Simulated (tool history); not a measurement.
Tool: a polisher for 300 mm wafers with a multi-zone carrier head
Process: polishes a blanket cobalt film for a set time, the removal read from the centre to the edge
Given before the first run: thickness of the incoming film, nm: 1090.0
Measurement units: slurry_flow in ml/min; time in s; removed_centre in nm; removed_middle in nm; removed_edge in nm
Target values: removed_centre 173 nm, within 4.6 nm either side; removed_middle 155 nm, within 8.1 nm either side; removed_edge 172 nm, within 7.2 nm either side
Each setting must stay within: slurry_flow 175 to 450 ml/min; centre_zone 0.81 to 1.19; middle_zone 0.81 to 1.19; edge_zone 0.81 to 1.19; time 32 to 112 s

run,hour,slurry_flow,centre_zone,middle_zone,edge_zone,time,removed_centre,removed_middle,removed_edge
1,0,290,1,1,1,72,314.26,310.08,313.13
2,4.9,290,0.99,0.98,0.99,67,290.21,288.49,296.84
3,6.4,290,0.99,0.98,0.99,54,231.4,227.96,236.45
4,7.4,290,0.99,0.98,0.99,36,156.03,153.5,157.32
5,10.1,290,1.03,0.98,0.99,36,159.59,153.41,156.99
6,16.6,295,1.03,0.97,1,36,158.73,158.09,156.86
7,17.2,285,1.02,0.96,0.99,37,164.07,157.88,161.92
8,19.8,280,1.02,0.95,0.99,37,164.02,154.05,158.58

Which one of the following 5 next-run settings gets every result inside its allowed miss? There is exactly one.
A,22.4,280,0.94,0.85,0.99,40,?,?,?
B,22.4,245,1,0.89,1.06,37,?,?,?
C,22.4,240,0.98,0.98,1.06,36,?,?,?
D,22.4,220,1,0.87,0.91,41,?,?,?
E,22.4,290,1.18,1.02,0.91,33,?,?,?

move,removed_centre,removed_middle,removed_edge
A,164.56,155.08,176.49
B,159.37,146.48,166.31
C,151.61,153.59,161.33
D,173.9,157.28,170.73
E,171.6,148.43,140.53
A: better than the last run, though not everything is in spec
B: further off than the last run
C: further off than the last run
D: meets every target
E: brings the last run's worst result on target, with another outside its allowed miss
D is the move that brings every result within its allowed miss.
